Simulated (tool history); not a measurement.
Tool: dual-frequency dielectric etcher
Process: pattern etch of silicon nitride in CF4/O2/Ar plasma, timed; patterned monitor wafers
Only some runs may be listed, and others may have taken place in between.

run,hour,source power (kW),bias power (kW),Ar flow (sccm),CF4 flow (sccm),etch time (s),mean etch depth across the wafer (nm)
1,0.0,0.400,0.040,134,117,178.0,267.06
2,4.6,0.400,0.040,122,117,178.0,270.64
3,13.2,0.400,0.040,104,117,178.0,277.88
4,14.5,0.400,0.040,104,117,178.0,275.39
5,20.1,0.420,0.040,104,117,178.0,290.09
6,28.3,0.420,0.040,94,117,178.0,294.32
7,31.8,0.430,0.040,94,117,178.0,297.87

Expected results for the next run?
8,36.2,0.440,0.040,94,117,178.0,?

For run 8 the tool returned mean etch depth across the wafer (nm) 311.42.
